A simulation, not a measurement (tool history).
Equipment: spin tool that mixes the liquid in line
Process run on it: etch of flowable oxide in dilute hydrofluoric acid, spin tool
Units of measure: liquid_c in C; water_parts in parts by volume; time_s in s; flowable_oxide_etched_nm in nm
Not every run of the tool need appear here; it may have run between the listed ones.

| run | hour | liquid_c | water_parts | time_s | flowable_oxide_etched_nm |
|---|---|---|---|---|---|
| 1 | 0 | 23 | 220 | 20 | 4.4009 |
| 2 | 3.6 | 23 | 290 | 20 | 3.1176 |
| 3 | 7.5 | 23 | 260 | 20 | 3.587 |
| 4 | 15.8 | 25 | 245 | 20 | 4.1519 |
| 5 | 21.2 | 25 | 275 | 20 | 3.6008 |
| 6 | 26.1 | 25 | 275 | 20 | 3.5693 |
| 7 | 33.9 | 26.5 | 255 | 20 | 4.1333 |
| 8 | 34.4 | 27.5 | 240 | 20 | 4.636 |
| 9 | 35.8 | 28.5 | 230 | 20 | 5.0757 |

The next listed run, before its measurement:
| 10 | 37.3 | 31 | 195 | 20 | ? |

{"run 10": {"flowable_oxide_etched_nm": 6.7571}}
